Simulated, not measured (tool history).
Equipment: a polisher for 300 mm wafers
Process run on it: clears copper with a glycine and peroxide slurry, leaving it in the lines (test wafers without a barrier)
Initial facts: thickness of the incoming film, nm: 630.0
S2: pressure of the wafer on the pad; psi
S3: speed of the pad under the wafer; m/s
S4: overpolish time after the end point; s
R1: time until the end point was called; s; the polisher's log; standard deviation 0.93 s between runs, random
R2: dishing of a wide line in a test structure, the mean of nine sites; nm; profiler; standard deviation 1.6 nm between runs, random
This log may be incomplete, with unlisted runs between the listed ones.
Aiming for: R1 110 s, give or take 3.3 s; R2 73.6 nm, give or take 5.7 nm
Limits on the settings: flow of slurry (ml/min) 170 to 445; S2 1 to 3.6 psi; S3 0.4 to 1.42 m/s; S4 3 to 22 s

{"run": 1, "hour": 0.0, "flow of slurry (ml/min)": 285, "S2": 2.3, "S3": 0.9, "S4": 11, "R1": 121.66, "R2": 43.257}
{"run": 2, "hour": 1.4, "flow of slurry (ml/min)": 285, "S2": 2.3, "S3": 0.68, "S4": 11, "R1": 149.39, "R2": 35.828}
{"run": 3, "hour": 2.5, "flow of slurry (ml/min)": 285, "S2": 2.6, "S3": 0.68, "S4": 13, "R1": 138.06, "R2": 45.365}
{"run": 4, "hour": 5.8, "flow of slurry (ml/min)": 285, "S2": 2.6, "S3": 0.58, "S4": 13, "R1": 154.24, "R2": 39.806}
{"run": 5, "hour": 7.6, "flow of slurry (ml/min)": 285, "S2": 2.9, "S3": 0.58, "S4": 13, "R1": 144.76, "R2": 44.789}
{"run": 6, "hour": 12.1, "flow of slurry (ml/min)": 285, "S2": 3.1, "S3": 0.62, "S4": 14, "R1": 131.2, "R2": 50.248}
{"run": 7, "hour": 20.3, "flow of slurry (ml/min)": 285, "S2": 3.3, "S3": 0.64, "S4": 15, "R1": 123.98, "R2": 57.973}
{"run": 8, "hour": 25.3, "flow of slurry (ml/min)": 285, "S2": 3.3, "S3": 0.64, "S4": 15, "R1": 121.74, "R2": 57.006}
{"run": 9, "hour": 32.5, "flow of slurry (ml/min)": 285, "S2": 3.4, "S3": 0.64, "S4": 16, "R1": 120.12, "R2": 62.5}
{"run": 10, "hour": 41.2, "flow of slurry (ml/min)": 285, "S2": 3.5, "S3": 0.66, "S4": 16, "R1": 114.33, "R2": 64.496}
{"run": 11, "hour": 47.5, "flow of slurry (ml/min)": 290, "S2": 3.6, "S3": 0.66, "S4": 17, "R1": 113.03, "R2": 66.695}

4 next moves are on the table. One of them brings every result within its allowed miss. Which?
{"run": "A", "hour": 53.8, "flow of slurry (ml/min)": 270, "S2": 3.5, "S3": 0.68, "S4": 15, "R1": "?", "R2": "?"}
{"run": "B", "hour": 53.8, "flow of slurry (ml/min)": 290, "S2": 3.4, "S3": 0.72, "S4": 18, "R1": "?", "R2": "?"}
{"run": "C", "hour": 53.8, "flow of slurry (ml/min)": 270, "S2": 3, "S3": 0.82, "S4": 14, "R1": "?", "R2": "?"}
{"run": "D", "hour": 53.8, "flow of slurry (ml/min)": 255, "S2": 3.6, "S3": 0.7, "S4": 14, "R1": "?", "R2": "?"}

move=A R1=113.6 R2=61.965
move=B R1=110.18 R2=73.685
move=C R1=109.53 R2=59.733
move=D R1=109.53 R2=60.276
A: lands further from the targets than the last run did
B: each result inside its tolerance
C: lands further from the targets than the last run did
D: lands further from the targets than the last run did
The right move is B.

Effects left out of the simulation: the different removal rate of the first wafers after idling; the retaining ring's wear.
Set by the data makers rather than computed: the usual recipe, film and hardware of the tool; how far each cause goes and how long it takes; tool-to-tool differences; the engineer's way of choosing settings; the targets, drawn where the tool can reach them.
